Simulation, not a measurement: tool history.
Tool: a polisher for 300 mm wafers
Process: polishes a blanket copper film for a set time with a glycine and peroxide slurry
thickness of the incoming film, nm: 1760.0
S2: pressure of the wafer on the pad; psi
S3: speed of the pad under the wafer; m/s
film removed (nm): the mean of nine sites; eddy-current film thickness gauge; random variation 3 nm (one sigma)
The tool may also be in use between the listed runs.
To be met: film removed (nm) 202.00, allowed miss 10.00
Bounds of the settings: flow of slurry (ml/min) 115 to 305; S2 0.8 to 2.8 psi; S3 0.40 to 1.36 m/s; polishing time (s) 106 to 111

Run 1, hour 0.0: flow of slurry (ml/min) 195, S2 1.8 psi, S3 0.88 m/s, polishing time (s) 106. Result: film removed (nm) 294.44.
Run 2, hour 7.4: flow of slurry (ml/min) 195, S2 1.8 psi, S3 0.88 m/s, polishing time (s) 106. Result: film removed (nm) 300.77.
Run 3, hour 9.0: flow of slurry (ml/min) 195, S2 1.8 psi, S3 0.96 m/s, polishing time (s) 106. Result: film removed (nm) 321.72.
Run 4, hour 16.2: flow of slurry (ml/min) 195, S2 2.1 psi, S3 0.96 m/s, polishing time (s) 106. Result: film removed (nm) 360.20.
Run 5, hour 18.5: flow of slurry (ml/min) 195, S2 2.1 psi, S3 0.96 m/s, polishing time (s) 106. Result: film removed (nm) 356.76.
Run 6, hour 27.3: flow of slurry (ml/min) 195, S2 1.8 psi, S3 0.92 m/s, polishing time (s) 106. Result: film removed (nm) 302.01.
Run 7, hour 36.2: flow of slurry (ml/min) 195, S2 1.6 psi, S3 0.90 m/s, polishing time (s) 106. Result: film removed (nm) 280.51.
Run 8, hour 40.7: flow of slurry (ml/min) 195, S2 1.4 psi, S3 0.88 m/s, polishing time (s) 106. Result: film removed (nm) 257.23.
Run 9, hour 44.2: flow of slurry (ml/min) 195, S2 1.3 psi, S3 0.86 m/s, polishing time (s) 106. Result: film removed (nm) 235.65.
Run 10, hour 51.0: flow of slurry (ml/min) 195, S2 1.2 psi, S3 0.86 m/s, polishing time (s) 106. Result: film removed (nm) 227.78.
Run 11, hour 51.8: flow of slurry (ml/min) 195, S2 1.1 psi, S3 0.86 m/s, polishing time (s) 106. Result: film removed (nm) 212.25.
At hour 53.9: worn pad replaced by a new one.
Run 12, hour 53.9: flow of slurry (ml/min) 195, S2 1.0 psi, S3 0.86 m/s, polishing time (s) 106. Result: film removed (nm) 219.43.

4 next moves are on the table. One of them brings every result within its allowed miss. Which?
Run A, hour 56.0: flow of slurry (ml/min) 240, S2 0.8 psi, S3 1.00 m/s, polishing time (s) 110. Result: film removed (nm) ?.
Run B, hour 56.0: flow of slurry (ml/min) 225, S2 0.9 psi, S3 0.90 m/s, polishing time (s) 111. Result: film removed (nm) ?.
Run C, hour 56.0: flow of slurry (ml/min) 210, S2 0.9 psi, S3 0.92 m/s, polishing time (s) 107. Result: film removed (nm) ?.
Run D, hour 56.0: flow of slurry (ml/min) 170, S2 0.8 psi, S3 0.90 m/s, polishing time (s) 106. Result: film removed (nm) ?.

move  film removed (nm)
   A             223.16
   B             225.61
   C             218.16
   D             193.40
A: further off than the last run
B: further off than the last run
C: nearer than the last run, and not there yet
D: meets every target
Move D is the one to make.
